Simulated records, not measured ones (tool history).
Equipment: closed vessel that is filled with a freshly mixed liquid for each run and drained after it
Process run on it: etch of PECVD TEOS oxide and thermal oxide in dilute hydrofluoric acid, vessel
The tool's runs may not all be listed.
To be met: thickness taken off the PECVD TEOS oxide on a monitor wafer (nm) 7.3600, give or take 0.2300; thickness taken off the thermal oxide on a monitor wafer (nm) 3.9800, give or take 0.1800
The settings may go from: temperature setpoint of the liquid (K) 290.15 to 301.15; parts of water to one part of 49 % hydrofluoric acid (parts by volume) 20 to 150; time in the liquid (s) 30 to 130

run  hour  temperature setpoint of the liquid (K)  parts of water to one part of 49 % hydrofluoric acid (parts by volume)  time in the liquid (s)  thickness taken off the PECVD TEOS oxide on a monitor wafer (nm)  thickness taken off the thermal oxide on a monitor wafer (nm)
  1   0.0                                  293.15                                                                      85                      65                                                            5.1377                                                         2.7999
  2   1.1                                  295.15                                                                      85                      65                                                            5.6752                                                         2.9994
  3   8.9                                  295.65                                                                      80                      65                                                            6.1787                                                         3.2757
  4  10.5                                  297.65                                                                      80                      65                                                            6.7619                                                         3.6270
  5  16.2                                  297.65                                                                     105                      65                                                            4.9826                                                         2.6946
     18.4  -- thermometer replaced
  6  18.4                                  297.65                                                                     105                      40                                                            3.2958                                                         1.7586
  7  25.6                                  298.65                                                                      90                      40                                                            4.0559                                                         2.1668
  8  29.6                                  299.15                                                                      80                      40                                                            4.8379                                                         2.5964
  9  33.3                                  299.65                                                                      75                      40                                                            5.1718                                                         2.8116
 10  34.8                                  300.15                                                                      70                      40                                                            5.8276                                                         3.1566
 11  40.7                                  301.15                                                                      55                      40                                                            7.7026                                                         4.3093

Which one of the following 4 next-run settings gets every result inside its allowed miss? There is exactly one.
  A  46.6                                  299.65                                                                      75                      65                                                                 ?                                                              ?
  B  46.6                                  299.65                                                                      55                      40                                                                 ?                                                              ?
  C  46.6                                  301.15                                                                      60                      45                                                                 ?                                                              ?
  D  46.6                                  298.65                                                                      70                      60                                                                 ?                                                              ?

move  thickness taken off the PECVD TEOS oxide on a monitor wafer (nm)  thickness taken off the thermal oxide on a monitor wafer (nm)
   A                                                            8.5687                                                         4.5988
   B                                                            7.3915                                                         3.9671
   C                                                            8.0347                                                         4.3122
   D                                                            8.1992                                                         4.4005
A: its largest miss is bigger than the last run's
B: hits every target within its allowed miss
C: its largest miss is bigger than the last run's
D: its largest miss is bigger than the last run's
The move that meets every target is B.
